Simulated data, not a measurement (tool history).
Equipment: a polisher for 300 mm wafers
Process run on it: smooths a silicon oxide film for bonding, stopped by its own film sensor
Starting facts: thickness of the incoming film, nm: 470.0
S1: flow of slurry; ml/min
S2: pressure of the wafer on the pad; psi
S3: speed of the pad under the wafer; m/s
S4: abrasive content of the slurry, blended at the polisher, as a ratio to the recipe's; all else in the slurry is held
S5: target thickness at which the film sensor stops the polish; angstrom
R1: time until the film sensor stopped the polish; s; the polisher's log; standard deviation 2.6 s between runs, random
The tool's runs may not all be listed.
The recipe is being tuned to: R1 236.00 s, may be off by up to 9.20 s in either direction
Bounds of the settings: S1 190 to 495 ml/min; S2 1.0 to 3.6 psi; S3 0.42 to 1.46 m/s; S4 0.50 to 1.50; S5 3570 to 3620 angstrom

{"run": 1, "hour": 0.0, "S1": 320, "S2": 2.3, "S3": 0.94, "S4": 1.0, "S5": 3620, "R1": 181.09}
{"run": 2, "hour": 7.4, "S1": 370, "S2": 2.3, "S3": 0.94, "S4": 1.0, "S5": 3620, "R1": 175.38}
{"run": 3, "hour": 12.9, "S1": 370, "S2": 2.3, "S3": 0.94, "S4": 1.0, "S5": 3570, "R1": 186.63}
{"run": 4, "hour": 15.1, "S1": 370, "S2": 2.3, "S3": 0.94, "S4": 1.0, "S5": 3570, "R1": 185.7}
{"run": 5, "hour": 18.6, "S1": 370, "S2": 2.3, "S3": 0.72, "S4": 1.0, "S5": 3570, "R1": 206.41}
{"run": 6, "hour": 26.0, "S1": 360, "S2": 2.2, "S3": 0.72, "S4": 1.0, "S5": 3570, "R1": 215.83}
{"run": 7, "hour": 30.2, "S1": 360, "S2": 2.2, "S3": 0.72, "S4": 1.0, "S5": 3570, "R1": 216.7}
{"run": 8, "hour": 34.5, "S1": 360, "S2": 2.2, "S3": 0.72, "S4": 1.0, "S5": 3570, "R1": 220.61}
{"run": 9, "hour": 37.0, "S1": 355, "S2": 2.2, "S3": 0.72, "S4": 1.0, "S5": 3570, "R1": 220.21}
{"run": 10, "hour": 44.4, "S1": 345, "S2": 2.2, "S3": 0.72, "S4": 1.0, "S5": 3570, "R1": 217.38}
{"run": 11, "hour": 51.1, "S1": 345, "S2": 2.1, "S3": 0.72, "S4": 1.0, "S5": 3570, "R1": 225.22}

Which of these 5 next moves meets every target?
{"run": "A", "hour": 57.8, "S1": 340, "S2": 2.2, "S3": 0.62, "S4": 1.1, "S5": 3620, "R1": "?"}
{"run": "B", "hour": 57.8, "S1": 360, "S2": 2.0, "S3": 0.76, "S4": 1.1, "S5": 3570, "R1": "?"}
{"run": "C", "hour": 57.8, "S1": 360, "S2": 2.4, "S3": 0.64, "S4": 0.95, "S5": 3600, "R1": "?"}
{"run": "D", "hour": 57.8, "S1": 265, "S2": 1.9, "S3": 0.76, "S4": 0.9, "S5": 3570, "R1": "?"}
{"run": "E", "hour": 57.8, "S1": 255, "S2": 1.7, "S3": 0.82, "S4": 1.05, "S5": 3620, "R1": "?"}

move=A R1=209.99
move=B R1=215.42
move=C R1=211.88
move=D R1=253.02
move=E R1=234.05
A: its largest miss is bigger than the last run's
B: its largest miss is bigger than the last run's
C: its largest miss is bigger than the last run's
D: the result that was furthest off in the last run now lies on the other side of its target
E: hits every target within its allowed miss
E meets every target.
